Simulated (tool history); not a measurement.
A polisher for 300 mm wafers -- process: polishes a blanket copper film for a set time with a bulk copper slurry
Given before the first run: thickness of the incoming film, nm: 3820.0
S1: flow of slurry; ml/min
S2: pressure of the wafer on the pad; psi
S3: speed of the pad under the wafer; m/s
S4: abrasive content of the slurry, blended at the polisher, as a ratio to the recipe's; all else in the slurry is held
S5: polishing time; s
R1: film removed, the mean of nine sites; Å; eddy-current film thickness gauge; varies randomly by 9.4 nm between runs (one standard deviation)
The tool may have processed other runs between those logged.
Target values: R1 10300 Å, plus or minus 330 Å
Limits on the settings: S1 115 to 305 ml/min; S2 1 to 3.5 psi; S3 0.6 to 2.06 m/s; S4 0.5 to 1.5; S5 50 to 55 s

run 1 hour=0 | S1=195 S2=2.2 S3=1.32 S4=1 S5=55 | R1=5990.8
run 2 hour=5.8 | S1=230 S2=2.2 S3=1.32 S4=1 S5=55 | R1=6004.1
run 3 hour=14.6 | S1=230 S2=2.5 S3=1.32 S4=1 S5=55 | R1=6903.8
run 4 hour=18.7 | S1=255 S2=2.5 S3=1.32 S4=1 S5=55 | R1=6998.2
run 5 hour=20.4 | S1=255 S2=2.5 S3=1.32 S4=1 S5=50 | R1=6362.8
run 6 hour=25.1 | S1=255 S2=2.8 S3=1.34 S4=1 S5=50 | R1=7156.5
run 7 hour=27.7 | S1=255 S2=3 S3=1.38 S4=1 S5=50 | R1=7884.9
run 8 hour=36.5 | S1=255 S2=3.1 S3=1.42 S4=1 S5=50 | R1=8252.3
run 9 hour=37.7 | S1=255 S2=3.2 S3=1.46 S4=1 S5=50 | R1=8827.1
run 10 hour=44.6 | S1=255 S2=3.3 S3=1.48 S4=1 S5=50 | R1=9171.6

Below are 5 possible settings for the next run. Only one of them brings all results inside the allowed miss of their targets. Which is it?
run A hour=51.5 | S1=285 S2=3.5 S3=1.24 S4=1.05 S5=50 | R1=?
run B hour=51.5 | S1=235 S2=2.8 S3=1.58 S4=0.75 S5=52 | R1=?
run C hour=51.5 | S1=305 S2=3.1 S3=1.34 S4=0.95 S5=50 | R1=?
run D hour=51.5 | S1=265 S2=3.1 S3=1.68 S4=0.95 S5=55 | R1=?
run E hour=51.5 | S1=265 S2=3.1 S3=1.24 S4=0.95 S5=53 | R1=?

move=A R1=8585.7
move=B R1=7888.1
move=C R1=7956.8
move=D R1=10508
move=E R1=7812.3
A: lands further from the targets than the last run did
B: lands further from the targets than the last run did
C: lands further from the targets than the last run did
D: every result lands within tolerance
E: lands further from the targets than the last run did
The move that meets every target is D.
